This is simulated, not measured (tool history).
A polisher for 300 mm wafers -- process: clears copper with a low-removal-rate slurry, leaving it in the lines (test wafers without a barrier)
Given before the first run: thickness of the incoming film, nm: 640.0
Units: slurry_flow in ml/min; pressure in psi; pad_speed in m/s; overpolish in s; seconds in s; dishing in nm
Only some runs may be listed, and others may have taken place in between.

run	hour	slurry_flow	pressure	pad_speed	slurry_solids	overpolish	seconds	dishing
1	0.0	320	3.9	1.08	1.0	22	167.13	57.249
2	8.8	320	3.9	1.08	1.2	22	162.66	59.662
3	10.3	320	3.9	1.08	1.3	22	160.15	60.353
4	17.6	275	3.9	1.08	1.3	22	163.30	59.807
5	24.3	345	3.9	1.08	1.3	22	154.96	60.193
6	27.8	345	3.9	1.24	1.3	22	136.63	68.557
7	34.4	370	3.9	1.24	1.3	18	135.73	57.438
# hour 42.3: slurry nozzle cleaned
8	42.3	390	3.9	1.24	1.3	16	129.90	54.503
9	49.2	410	3.9	1.24	1.3	15	128.31	51.349

Estimate the outcome of run 10 from the log above:
10	52.9	425	3.9	1.24	1.3	14	?	?

For run 10 the tool returned seconds 125.75 s, dishing 49.593 nm.

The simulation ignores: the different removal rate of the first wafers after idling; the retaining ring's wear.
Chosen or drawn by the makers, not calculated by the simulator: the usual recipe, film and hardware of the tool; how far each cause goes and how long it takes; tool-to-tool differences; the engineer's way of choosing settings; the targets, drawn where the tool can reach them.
